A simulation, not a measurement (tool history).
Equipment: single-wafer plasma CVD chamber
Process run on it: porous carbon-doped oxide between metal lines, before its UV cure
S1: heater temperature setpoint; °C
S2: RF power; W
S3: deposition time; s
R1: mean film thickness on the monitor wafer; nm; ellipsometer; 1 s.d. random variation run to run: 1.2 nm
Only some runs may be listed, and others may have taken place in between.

run,day,S1,S2,S3,R1
1,0.000,310,550,40.0,217.40
2,0.217,301,550,40.0,229.70
3,0.571,300,555,40.0,231.46
4,0.746,299,560,40.0,233.51
5,0.962,298,565,40.0,234.64
6,1.050,298,530,40.0,227.30
7,1.079,297,535,40.0,230.21
8,1.242,297,535,40.0,227.98
9,1.600,296,540,40.0,231.60

Run 10, settings as shown, results not yet in. Your forecast:
10,1.858,295,545,40.0,?

R1: 235.11 nm

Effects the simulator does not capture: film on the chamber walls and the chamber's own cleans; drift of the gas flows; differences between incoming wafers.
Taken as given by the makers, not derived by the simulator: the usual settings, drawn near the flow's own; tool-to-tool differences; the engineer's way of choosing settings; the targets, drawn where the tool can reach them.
